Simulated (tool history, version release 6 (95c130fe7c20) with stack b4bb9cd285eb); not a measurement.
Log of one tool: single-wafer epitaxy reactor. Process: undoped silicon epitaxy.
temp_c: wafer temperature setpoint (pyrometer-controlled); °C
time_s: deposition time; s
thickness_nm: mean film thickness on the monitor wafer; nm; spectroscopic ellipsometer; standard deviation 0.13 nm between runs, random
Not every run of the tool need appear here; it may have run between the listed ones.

| run | hour | temp_c | time_s | thickness_nm |
|---|---|---|---|---|
| 1 | 0 | 655 | 239 | 42.35 |
| 2 | 7.3 | 662 | 239 | 48.427 |
| 3 | 12.8 | 660 | 239 | 46.593 |
| 4 | 17.4 | 660 | 267 | 52.188 |
| 5 | 26.3 | 660 | 244 | 47.394 |
| 6 | 33.8 | 667 | 244 | 54.003 |
| 7 | 42 | 664 | 244 | 51.413 |
| 8 | 50.8 | 662 | 244 | 49.375 |
| 9 | 57.7 | 660 | 244 | 47.599 |
| 10 | 58.6 | 658 | 244 | 45.972 |
| 11 | 59.2 | 656 | 244 | 44.042 |
| 12 | 63.6 | 654 | 244 | 42.129 |

Expected results for the next run?
| 13 | 68.9 | 653 | 244 | ? |

{"run 13": {"thickness_nm": 41.801}}

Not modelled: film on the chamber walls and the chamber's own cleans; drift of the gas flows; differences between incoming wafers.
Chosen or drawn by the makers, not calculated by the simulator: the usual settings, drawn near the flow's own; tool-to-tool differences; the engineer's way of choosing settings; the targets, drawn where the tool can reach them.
